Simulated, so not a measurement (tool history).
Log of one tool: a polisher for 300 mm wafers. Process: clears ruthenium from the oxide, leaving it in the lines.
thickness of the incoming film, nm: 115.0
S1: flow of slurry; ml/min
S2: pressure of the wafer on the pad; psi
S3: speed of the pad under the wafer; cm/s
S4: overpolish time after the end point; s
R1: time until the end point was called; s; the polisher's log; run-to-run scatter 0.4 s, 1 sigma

run	hour	S1	S2	S3	S4	R1
1	0.0	285	2.3	116	44	76.735
2	2.6	285	2.6	116	44	69.306
3	5.0	285	2.6	100	44	79.427
4	11.7	285	2.9	104	44	69.239
5	19.7	285	2.9	88	44	80.937
6	26.9	350	2.9	88	44	79.550

The next listed run, before its measurement:
7	35.9	350	3.1	96	44	?

{"run 7": {"R1": 68.244}}
